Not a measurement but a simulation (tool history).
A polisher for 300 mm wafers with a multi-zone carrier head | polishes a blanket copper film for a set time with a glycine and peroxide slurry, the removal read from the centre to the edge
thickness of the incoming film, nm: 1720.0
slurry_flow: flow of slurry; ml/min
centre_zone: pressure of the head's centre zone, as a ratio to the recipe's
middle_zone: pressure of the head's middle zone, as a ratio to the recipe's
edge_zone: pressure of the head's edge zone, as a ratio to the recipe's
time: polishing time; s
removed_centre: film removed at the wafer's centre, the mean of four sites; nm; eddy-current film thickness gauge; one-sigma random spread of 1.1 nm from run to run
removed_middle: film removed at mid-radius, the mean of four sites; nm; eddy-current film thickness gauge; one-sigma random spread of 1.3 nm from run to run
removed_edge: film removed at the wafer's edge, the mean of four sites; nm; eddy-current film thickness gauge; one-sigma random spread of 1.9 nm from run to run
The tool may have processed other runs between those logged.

run    day  slurry_flow  centre_zone  middle_zone  edge_zone  time  removed_centre  removed_middle  removed_edge
  1  0.000          150         1.00         1.00       1.00    61          202.59          205.37        206.20
  2  0.354          145         0.99         0.96       0.96    53          172.52          174.64        176.92
  3  0.433          140         0.99         0.93       0.93    47          152.97          147.47        156.55
  4  0.708          140         0.99         0.93       0.89    47          153.76          149.57        152.33
  5  0.808          135         0.98         0.91       0.87    44          143.26          134.91        140.45
  6  1.133          125         0.96         0.90       0.85    44          135.88          131.88        136.54

Run 7, settings as shown, results not yet in. Your forecast:
  7  1.383          115         0.96         0.89       0.84    44               ?               ?             ?

{"run 7": {"removed_centre": 131.68, "removed_middle": 129.08, "removed_edge": 134.6}}
